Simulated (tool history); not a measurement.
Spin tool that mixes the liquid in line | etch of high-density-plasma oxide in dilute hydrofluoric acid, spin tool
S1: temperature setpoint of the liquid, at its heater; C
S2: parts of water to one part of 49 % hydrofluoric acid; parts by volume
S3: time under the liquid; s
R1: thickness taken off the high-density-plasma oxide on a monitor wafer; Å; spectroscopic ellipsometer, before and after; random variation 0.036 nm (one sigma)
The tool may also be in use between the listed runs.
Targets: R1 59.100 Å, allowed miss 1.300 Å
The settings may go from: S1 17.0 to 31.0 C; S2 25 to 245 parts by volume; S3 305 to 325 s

run  hour    S1   S2   S3       R1
  1   0.0  23.0  135  305  102.190
  2   4.2  22.0  140  305   94.982
  3   5.1  21.0  145  305   86.623
  4  12.2  21.0  145  305   86.733
  5  13.6  21.0  145  325   92.086
  6  21.9  21.0  145  305   86.656
  7  22.9  20.5  150  305   81.713
  8  23.7  20.0  155  305   76.281
  9  25.6  19.5  160  305   72.350
 10  30.8  19.0  160  305   71.464
 11  32.6  18.5  165  305   67.307
 12  34.2  17.5  170  305   62.393

Which of these 4 next moves meets every target?
  A  35.8  18.0  180  305   ?
  B  35.8  20.0  190  310   ?
  C  35.8  17.0  165  325   ?
  D  35.8  18.0  175  315   ?

move      R1
   A  59.851
   B  61.747
   C  67.790
   D  63.885
A: meets every target
B: nearer than the last run, and not there yet
C: further off than the last run
D: further off than the last run
The right move is A.

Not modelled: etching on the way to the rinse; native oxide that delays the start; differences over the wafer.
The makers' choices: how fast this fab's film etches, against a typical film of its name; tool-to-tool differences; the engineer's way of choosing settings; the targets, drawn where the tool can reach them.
